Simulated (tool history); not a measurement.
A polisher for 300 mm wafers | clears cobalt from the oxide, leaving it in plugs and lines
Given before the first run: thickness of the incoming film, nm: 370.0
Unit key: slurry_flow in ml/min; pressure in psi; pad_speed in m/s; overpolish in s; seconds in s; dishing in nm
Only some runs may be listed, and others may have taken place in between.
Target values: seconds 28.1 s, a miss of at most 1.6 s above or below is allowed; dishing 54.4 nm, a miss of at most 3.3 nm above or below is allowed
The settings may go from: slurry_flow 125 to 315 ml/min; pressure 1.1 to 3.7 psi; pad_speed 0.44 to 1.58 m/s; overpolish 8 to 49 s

{"run": 1, "hour": 0.0, "slurry_flow": 205, "pressure": 2.4, "pad_speed": 1, "overpolish": 25, "seconds": 52.162, "dishing": 56.398}
{"run": 2, "hour": 6.7, "slurry_flow": 205, "pressure": 2.4, "pad_speed": 1, "overpolish": 15, "seconds": 52.359, "dishing": 46.598}
{"run": 3, "hour": 11.0, "slurry_flow": 205, "pressure": 2.8, "pad_speed": 1.04, "overpolish": 15, "seconds": 45.364, "dishing": 50.78}
{"run": 4, "hour": 15.5, "slurry_flow": 205, "pressure": 2.8, "pad_speed": 0.94, "overpolish": 15, "seconds": 47.72, "dishing": 48.866}
{"run": 5, "hour": 22.8, "slurry_flow": 205, "pressure": 2.8, "pad_speed": 0.94, "overpolish": 8, "seconds": 47, "dishing": 35.992}
{"run": 6, "hour": 29.5, "slurry_flow": 205, "pressure": 2.8, "pad_speed": 1.1, "overpolish": 8, "seconds": 40.955, "dishing": 38.517}
{"run": 7, "hour": 32.3, "slurry_flow": 205, "pressure": 3.1, "pad_speed": 1.14, "overpolish": 10, "seconds": 35.876, "dishing": 45.234}
{"run": 8, "hour": 37.7, "slurry_flow": 205, "pressure": 3.7, "pad_speed": 1.2, "overpolish": 9, "seconds": 29.723, "dishing": 48.18}
{"hour": 42.5, "done": "head pressure recalibrated"}
{"run": 9, "hour": 42.5, "slurry_flow": 205, "pressure": 3.7, "pad_speed": 1.22, "overpolish": 10, "seconds": 31.713, "dishing": 50.207}
{"run": 10, "hour": 46.5, "slurry_flow": 205, "pressure": 3.7, "pad_speed": 1.22, "overpolish": 10, "seconds": 31.101, "dishing": 49.415}
{"run": 11, "hour": 50.0, "slurry_flow": 205, "pressure": 3.7, "pad_speed": 1.26, "overpolish": 11, "seconds": 31.681, "dishing": 49.748}

Which one of the following 5 next-run settings gets every result inside its allowed miss? There is exactly one.
{"run": "A", "hour": 53.5, "slurry_flow": 190, "pressure": 3.6, "pad_speed": 1.42, "overpolish": 14, "seconds": "?", "dishing": "?"}
{"run": "B", "hour": 53.5, "slurry_flow": 180, "pressure": 3.7, "pad_speed": 1.56, "overpolish": 11, "seconds": "?", "dishing": "?"}
{"run": "C", "hour": 53.5, "slurry_flow": 195, "pressure": 3.4, "pad_speed": 1.06, "overpolish": 20, "seconds": "?", "dishing": "?"}
{"run": "D", "hour": 53.5, "slurry_flow": 265, "pressure": 3.7, "pad_speed": 1.46, "overpolish": 12, "seconds": "?", "dishing": "?"}
{"run": "E", "hour": 53.5, "slurry_flow": 205, "pressure": 3, "pad_speed": 1.24, "overpolish": 10, "seconds": "?", "dishing": "?"}

move=A seconds=27.963 dishing=54.071
move=B seconds=25.113 dishing=52.451
move=C seconds=38.929 dishing=54.456
move=D seconds=25.451 dishing=53.382
move=E seconds=36.98 dishing=44.429
A: all results in spec
B: moves the result that the last run missed by most past its target, out the other side
C: the biggest miss grows against the last run
D: moves the result that the last run missed by most past its target, out the other side
E: the biggest miss grows against the last run
A meets every target.
